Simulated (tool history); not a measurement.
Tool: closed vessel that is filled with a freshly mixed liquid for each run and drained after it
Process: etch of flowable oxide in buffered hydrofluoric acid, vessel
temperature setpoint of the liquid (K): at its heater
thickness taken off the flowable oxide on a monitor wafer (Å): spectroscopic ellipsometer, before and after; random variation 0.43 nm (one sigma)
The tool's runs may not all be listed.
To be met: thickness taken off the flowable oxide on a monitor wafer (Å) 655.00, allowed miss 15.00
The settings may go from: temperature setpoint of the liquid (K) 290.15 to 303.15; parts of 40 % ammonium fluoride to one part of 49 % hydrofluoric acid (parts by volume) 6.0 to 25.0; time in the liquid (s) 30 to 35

| run | hour | temperature setpoint of the liquid (K) | parts of 40 % ammonium fluoride to one part of 49 % hydrofluoric acid (parts by volume) | time in the liquid (s) | thickness taken off the flowable oxide on a monitor wafer (Å) |
|---|---|---|---|---|---|
| 1 | 0.0 | 295.15 | 15.5 | 35 | 920.46 |
| 2 | 6.1 | 294.65 | 15.5 | 35 | 894.29 |
| 3 | 7.9 | 294.15 | 15.5 | 35 | 881.87 |
| 4 | 9.5 | 293.65 | 15.5 | 35 | 852.81 |
|  | 18.3 | thermometer replaced |
| 5 | 18.3 | 295.65 | 15.5 | 35 | 838.44 |
| 6 | 23.4 | 295.65 | 11.5 | 35 | 1138.90 |
| 7 | 27.0 | 295.15 | 12.5 | 35 | 1008.70 |
| 8 | 29.1 | 294.65 | 13.5 | 35 | 915.29 |
| 9 | 31.7 | 294.15 | 14.0 | 35 | 862.99 |
| 10 | 39.4 | 293.65 | 14.0 | 35 | 843.37 |
| 11 | 42.3 | 293.15 | 14.0 | 35 | 812.36 |
| 12 | 45.9 | 292.65 | 14.0 | 35 | 782.78 |

4 next moves are on the table. One of them brings every result within its allowed miss. Which?
| A | 49.5 | 291.65 | 17.0 | 35 | ? |
| B | 49.5 | 290.15 | 13.0 | 30 | ? |
| C | 49.5 | 291.65 | 13.5 | 30 | ? |
| D | 49.5 | 291.65 | 14.5 | 30 | ? |

| move | thickness taken off the flowable oxide on a monitor wafer (Å) |
|---|---|
| A | 618.49 |
| B | 633.79 |
| C | 665.15 |
| D | 620.06 |
A: takes the result that was furthest off past its target
B: takes the result that was furthest off past its target
C: meets every target
D: takes the result that was furthest off past its target
Move C is the one to make.
